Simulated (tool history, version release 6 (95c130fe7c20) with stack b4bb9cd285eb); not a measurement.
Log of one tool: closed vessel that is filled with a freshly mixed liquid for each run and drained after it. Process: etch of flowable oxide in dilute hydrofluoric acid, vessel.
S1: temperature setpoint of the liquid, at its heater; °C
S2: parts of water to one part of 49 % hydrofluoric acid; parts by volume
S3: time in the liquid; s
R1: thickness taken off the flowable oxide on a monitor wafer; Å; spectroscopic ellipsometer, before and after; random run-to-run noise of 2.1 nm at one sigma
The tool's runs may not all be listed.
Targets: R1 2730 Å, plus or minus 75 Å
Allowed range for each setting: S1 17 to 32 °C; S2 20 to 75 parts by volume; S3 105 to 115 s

{"run": 1, "hour": 0.0, "S1": 24, "S2": 45, "S3": 105, "R1": 1591}
{"run": 2, "hour": 6.6, "S1": 22, "S2": 45, "S3": 105, "R1": 1465.2}
{"run": 3, "hour": 8.4, "S1": 22, "S2": 60, "S3": 105, "R1": 1072.4}
{"run": 4, "hour": 16.1, "S1": 22, "S2": 60, "S3": 115, "R1": 1165.7}
{"run": 5, "hour": 20.5, "S1": 25.5, "S2": 60, "S3": 115, "R1": 1360.2}
{"run": 6, "hour": 22.3, "S1": 25.5, "S2": 45, "S3": 115, "R1": 1841.6}
{"run": 7, "hour": 28.1, "S1": 26.5, "S2": 45, "S3": 115, "R1": 1915.7}
{"run": 8, "hour": 36.2, "S1": 27.5, "S2": 45, "S3": 115, "R1": 2012.3}
{"run": 9, "hour": 41.0, "S1": 28.5, "S2": 45, "S3": 115, "R1": 2075.2}
{"run": 10, "hour": 48.0, "S1": 32, "S2": 35, "S3": 115, "R1": 3104.7}
{"run": 11, "hour": 53.3, "S1": 31.5, "S2": 35, "S3": 115, "R1": 3087.2}
{"run": 12, "hour": 58.5, "S1": 31, "S2": 35, "S3": 115, "R1": 2991.5}
{"run": 13, "hour": 62.4, "S1": 30.5, "S2": 35, "S3": 115, "R1": 2913.1}

4 candidate next runs follow, results not yet known. Just one meets every target within its allowed miss. Identify it.
{"run": "A", "hour": 66.3, "S1": 31, "S2": 35, "S3": 105, "R1": "?"}
{"run": "B", "hour": 66.3, "S1": 28.5, "S2": 30, "S3": 115, "R1": "?"}
{"run": "C", "hour": 66.3, "S1": 29.5, "S2": 30, "S3": 110, "R1": "?"}
{"run": "D", "hour": 66.3, "S1": 30, "S2": 30, "S3": 105, "R1": "?"}

move=A R1=2756.4
move=B R1=3211.9
move=C R1=3198.7
move=D R1=3115.1
A: all results in spec
B: moves away from the targets compared with the last run
C: moves away from the targets compared with the last run
D: moves away from the targets compared with the last run
The right move is A.

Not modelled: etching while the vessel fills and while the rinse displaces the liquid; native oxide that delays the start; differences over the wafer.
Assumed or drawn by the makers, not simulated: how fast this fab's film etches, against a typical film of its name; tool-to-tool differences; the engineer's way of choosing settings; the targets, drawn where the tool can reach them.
